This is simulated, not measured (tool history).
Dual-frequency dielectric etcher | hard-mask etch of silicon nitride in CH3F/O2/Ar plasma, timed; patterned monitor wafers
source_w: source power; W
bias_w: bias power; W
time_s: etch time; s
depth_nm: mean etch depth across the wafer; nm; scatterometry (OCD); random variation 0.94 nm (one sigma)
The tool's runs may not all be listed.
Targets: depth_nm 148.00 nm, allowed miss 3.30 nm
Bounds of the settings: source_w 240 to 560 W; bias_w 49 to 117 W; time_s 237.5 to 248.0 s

| run | hour | source_w | bias_w | time_s | depth_nm |
|---|---|---|---|---|---|
| 1 | 0.0 | 400 | 83 | 237.5 | 162.37 |
| 2 | 6.8 | 440 | 83 | 237.5 | 170.77 |
| 3 | 9.6 | 440 | 83 | 248.0 | 179.02 |
| 4 | 16.7 | 410 | 81 | 248.0 | 171.60 |
| 5 | 21.3 | 390 | 80 | 248.0 | 166.76 |
| 6 | 24.4 | 370 | 79 | 248.0 | 162.84 |
| 7 | 25.8 | 350 | 78 | 248.0 | 157.73 |
|  | 27.8 | bias power generator calibrated |
| 8 | 27.8 | 340 | 78 | 248.0 | 155.76 |
| 9 | 35.5 | 330 | 78 | 248.0 | 154.25 |
| 10 | 39.4 | 320 | 78 | 248.0 | 151.46 |

Which of these 4 next moves meets every target?
| A | 43.3 | 360 | 75 | 245.0 | ? |
| B | 43.3 | 310 | 84 | 243.0 | ? |
| C | 43.3 | 330 | 86 | 241.0 | ? |
| D | 43.3 | 330 | 82 | 245.5 | ? |

| move | depth_nm |
|---|---|
| A | 158.39 |
| B | 150.11 |
| C | 154.83 |
| D | 155.61 |
A: further off than the last run
B: meets every target
C: further off than the last run
D: further off than the last run
The right move is B.

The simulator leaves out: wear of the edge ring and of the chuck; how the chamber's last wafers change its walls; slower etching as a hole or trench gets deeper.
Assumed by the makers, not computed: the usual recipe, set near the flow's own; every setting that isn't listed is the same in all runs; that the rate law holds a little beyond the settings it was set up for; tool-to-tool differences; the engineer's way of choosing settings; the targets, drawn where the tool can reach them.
